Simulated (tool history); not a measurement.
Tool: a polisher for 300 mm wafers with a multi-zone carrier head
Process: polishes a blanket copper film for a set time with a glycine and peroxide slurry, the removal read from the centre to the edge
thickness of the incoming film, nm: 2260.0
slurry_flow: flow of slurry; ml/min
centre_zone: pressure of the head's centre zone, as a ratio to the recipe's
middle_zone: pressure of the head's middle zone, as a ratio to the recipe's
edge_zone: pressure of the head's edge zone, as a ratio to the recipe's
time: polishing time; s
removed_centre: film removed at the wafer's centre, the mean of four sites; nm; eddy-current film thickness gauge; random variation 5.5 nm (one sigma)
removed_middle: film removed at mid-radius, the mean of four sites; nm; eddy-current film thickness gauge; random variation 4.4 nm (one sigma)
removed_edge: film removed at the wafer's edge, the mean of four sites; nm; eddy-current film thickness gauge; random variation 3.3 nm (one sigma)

Run 1, hour 0.0: slurry_flow 220 ml/min, centre_zone 1.00, middle_zone 1.00, edge_zone 1.00, time 65 s. Result: removed_centre 330.94 nm, removed_middle 319.65 nm, removed_edge 332.67 nm.
Run 2, hour 3.9: slurry_flow 220 ml/min, centre_zone 1.04, middle_zone 1.00, edge_zone 1.00, time 65 s. Result: removed_centre 336.56 nm, removed_middle 317.11 nm, removed_edge 335.06 nm.
Run 3, hour 12.6: slurry_flow 220 ml/min, centre_zone 1.09, middle_zone 1.00, edge_zone 1.00, time 65 s. Result: removed_centre 345.94 nm, removed_middle 319.82 nm, removed_edge 333.32 nm.
Run 4, hour 21.7: slurry_flow 230 ml/min, centre_zone 1.08, middle_zone 1.03, edge_zone 1.03, time 69 s. Result: removed_centre 379.31 nm, removed_middle 347.87 nm, removed_edge 358.23 nm.
Run 5, hour 27.8: slurry_flow 230 ml/min, centre_zone 1.05, middle_zone 1.03, edge_zone 1.03, time 69 s. Result: removed_centre 365.06 nm, removed_middle 351.89 nm, removed_edge 358.89 nm.
Run 6, hour 31.1: slurry_flow 230 ml/min, centre_zone 1.05, middle_zone 1.03, edge_zone 1.08, time 69 s. Result: removed_centre 357.18 nm, removed_middle 348.16 nm, removed_edge 367.93 nm.
Run 7, hour 38.1: slurry_flow 235 ml/min, centre_zone 1.04, middle_zone 1.05, edge_zone 1.10, time 73 s. Result: removed_centre 379.28 nm, removed_middle 380.32 nm, removed_edge 394.77 nm.
Run 8, hour 40.4: slurry_flow 240 ml/min, centre_zone 1.04, middle_zone 1.06, edge_zone 1.11, time 76 s. Result: removed_centre 392.10 nm, removed_middle 394.38 nm, removed_edge 408.40 nm.

Run 9 comes next. What will it give?
Run 9, hour 42.8: slurry_flow 240 ml/min, centre_zone 1.03, middle_zone 1.07, edge_zone 1.12, time 79 s. Result: removed_centre ?, removed_middle ?, removed_edge ?.

Run 9 gave removed_centre 421.58 nm, removed_middle 414.99 nm, removed_edge 427.96 nm.

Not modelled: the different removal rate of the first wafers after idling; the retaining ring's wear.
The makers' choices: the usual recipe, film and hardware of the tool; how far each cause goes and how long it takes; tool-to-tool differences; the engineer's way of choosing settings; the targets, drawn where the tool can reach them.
